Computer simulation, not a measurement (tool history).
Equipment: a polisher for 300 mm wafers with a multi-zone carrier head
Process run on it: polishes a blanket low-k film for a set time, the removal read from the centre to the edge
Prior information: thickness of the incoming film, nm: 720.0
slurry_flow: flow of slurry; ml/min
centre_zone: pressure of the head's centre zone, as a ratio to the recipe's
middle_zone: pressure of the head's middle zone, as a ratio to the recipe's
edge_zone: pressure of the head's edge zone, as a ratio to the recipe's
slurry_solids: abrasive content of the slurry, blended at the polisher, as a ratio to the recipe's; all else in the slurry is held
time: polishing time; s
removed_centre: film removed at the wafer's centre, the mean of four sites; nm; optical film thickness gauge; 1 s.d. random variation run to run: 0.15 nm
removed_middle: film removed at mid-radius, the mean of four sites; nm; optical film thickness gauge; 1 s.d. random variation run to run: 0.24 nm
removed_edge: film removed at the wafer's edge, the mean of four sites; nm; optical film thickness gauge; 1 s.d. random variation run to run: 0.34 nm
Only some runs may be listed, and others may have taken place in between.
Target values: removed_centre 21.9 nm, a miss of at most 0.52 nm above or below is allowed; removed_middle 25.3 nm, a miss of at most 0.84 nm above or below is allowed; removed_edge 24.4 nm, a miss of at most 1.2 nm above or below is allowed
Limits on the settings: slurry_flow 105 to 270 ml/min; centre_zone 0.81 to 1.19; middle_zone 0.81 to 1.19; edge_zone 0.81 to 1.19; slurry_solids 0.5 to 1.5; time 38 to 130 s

{"run": 1, "day": 0.0, "slurry_flow": 175, "centre_zone": 1, "middle_zone": 1, "edge_zone": 1, "slurry_solids": 1, "time": 84, "removed_centre": 18.533, "removed_middle": 18.105, "removed_edge": 17.682}
{"run": 2, "day": 0.2, "slurry_flow": 185, "centre_zone": 0.98, "middle_zone": 1.04, "edge_zone": 1.06, "slurry_solids": 1.15, "time": 84, "removed_centre": 19.253, "removed_middle": 19.708, "removed_edge": 19.088}
{"run": 3, "day": 0.312, "slurry_flow": 185, "centre_zone": 0.96, "middle_zone": 1.06, "edge_zone": 1.09, "slurry_solids": 1.25, "time": 86, "removed_centre": 19.817, "removed_middle": 21.151, "removed_edge": 19.968}
{"run": 4, "day": 0.333, "slurry_flow": 195, "centre_zone": 0.93, "middle_zone": 1.06, "edge_zone": 1.12, "slurry_solids": 1.35, "time": 88, "removed_centre": 20.188, "removed_middle": 22.413, "removed_edge": 21.109}
{"run": 5, "day": 0.358, "slurry_flow": 195, "centre_zone": 0.93, "middle_zone": 1.06, "edge_zone": 1.12, "slurry_solids": 1.5, "time": 88, "removed_centre": 21.093, "removed_middle": 23.62, "removed_edge": 21.684}
{"run": 6, "day": 0.571, "slurry_flow": 195, "centre_zone": 0.93, "middle_zone": 1.06, "edge_zone": 1.05, "slurry_solids": 1.5, "time": 88, "removed_centre": 21.121, "removed_middle": 23.616, "removed_edge": 21.817}
{"run": 7, "day": 0.617, "slurry_flow": 195, "centre_zone": 0.93, "middle_zone": 1.06, "edge_zone": 1.05, "slurry_solids": 1.5, "time": 88, "removed_centre": 21.026, "removed_middle": 23.426, "removed_edge": 21.213}
{"run": 8, "day": 0.929, "slurry_flow": 200, "centre_zone": 0.91, "middle_zone": 1.05, "edge_zone": 1.09, "slurry_solids": 1.5, "time": 90, "removed_centre": 20.698, "removed_middle": 23.876, "removed_edge": 22.707}
{"run": 9, "day": 0.992, "slurry_flow": 245, "centre_zone": 0.93, "middle_zone": 1.06, "edge_zone": 1.13, "slurry_solids": 1.5, "time": 91, "removed_centre": 22.504, "removed_middle": 24.819, "removed_edge": 23.908}
{"run": 10, "day": 1.029, "slurry_flow": 245, "centre_zone": 0.92, "middle_zone": 1.06, "edge_zone": 1.13, "slurry_solids": 1.5, "time": 92, "removed_centre": 22.35, "removed_middle": 24.518, "removed_edge": 23.595}
{"day": 1.308, "done": "worn pad replaced by a new one"}
{"run": 11, "day": 1.308, "slurry_flow": 240, "centre_zone": 0.91, "middle_zone": 1.06, "edge_zone": 1.14, "slurry_solids": 1.5, "time": 93, "removed_centre": 24.525, "removed_middle": 27.665, "removed_edge": 26.419}
{"run": 12, "day": 1.538, "slurry_flow": 215, "centre_zone": 0.9, "middle_zone": 1.04, "edge_zone": 1.13, "slurry_solids": 1.5, "time": 93, "removed_centre": 23.825, "removed_middle": 26.505, "removed_edge": 26.099}
{"run": 13, "day": 1.65, "slurry_flow": 215, "centre_zone": 0.89, "middle_zone": 1.05, "edge_zone": 1.11, "slurry_solids": 1.45, "time": 93, "removed_centre": 23.318, "removed_middle": 26.827, "removed_edge": 24.812}
{"run": 14, "day": 1.817, "slurry_flow": 205, "centre_zone": 0.89, "middle_zone": 1.05, "edge_zone": 1.13, "slurry_solids": 1.45, "time": 92, "removed_centre": 22.836, "removed_middle": 26.062, "removed_edge": 25.007}

Which one of the following 4 next-run settings gets every result inside its allowed miss? There is exactly one.
{"run": "A", "day": 1.983, "slurry_flow": 220, "centre_zone": 0.87, "middle_zone": 1.01, "edge_zone": 1.16, "slurry_solids": 1.4, "time": 97, "removed_centre": "?", "removed_middle": "?", "removed_edge": "?"}
{"run": "B", "day": 1.983, "slurry_flow": 205, "centre_zone": 0.96, "middle_zone": 1.1, "edge_zone": 1.12, "slurry_solids": 1.45, "time": 87, "removed_centre": "?", "removed_middle": "?", "removed_edge": "?"}
{"run": "C", "day": 1.983, "slurry_flow": 180, "centre_zone": 0.87, "middle_zone": 1.17, "edge_zone": 1.08, "slurry_solids": 1.45, "time": 90, "removed_centre": "?", "removed_middle": "?", "removed_edge": "?"}
{"run": "D", "day": 1.983, "slurry_flow": 185, "centre_zone": 0.88, "middle_zone": 1.03, "edge_zone": 1.08, "slurry_solids": 1.5, "time": 91, "removed_centre": "?", "removed_middle": "?", "removed_edge": "?"}

move=A removed_centre=23.317 removed_middle=26.635 removed_edge=26.481
move=B removed_centre=23.098 removed_middle=25.696 removed_edge=23.462
move=C removed_centre=21.145 removed_middle=27.464 removed_edge=23.532
move=D removed_centre=21.946 removed_middle=25.274 removed_edge=24.169
A: misses by more than the last run did
B: misses by more than the last run did
C: takes the result that was furthest off past its target
D: all results land within tolerance of their targets
Go with D: it meets all targets.
